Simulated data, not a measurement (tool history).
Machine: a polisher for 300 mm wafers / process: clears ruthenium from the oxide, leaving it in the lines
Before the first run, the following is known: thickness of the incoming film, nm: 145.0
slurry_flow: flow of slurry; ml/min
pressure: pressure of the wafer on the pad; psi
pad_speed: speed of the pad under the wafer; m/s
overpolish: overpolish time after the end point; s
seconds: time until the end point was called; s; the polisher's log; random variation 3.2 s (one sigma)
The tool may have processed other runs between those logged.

run	hour	slurry_flow	pressure	pad_speed	overpolish	seconds
1	0	135	1.5	1.02	4	165.52
2	5.2	135	1.5	0.92	4	182.57
3	9.9	130	1.3	0.92	4	204.63
4	15.6	130	1.3	1.02	4	186.91
5	22	155	1.3	1.02	4	180.51
6	23.6	170	1.3	1.02	4	181.37

Predict the results of run 7:
7	27.5	170	1.2	0.98	4	?

seconds: 200.41 s

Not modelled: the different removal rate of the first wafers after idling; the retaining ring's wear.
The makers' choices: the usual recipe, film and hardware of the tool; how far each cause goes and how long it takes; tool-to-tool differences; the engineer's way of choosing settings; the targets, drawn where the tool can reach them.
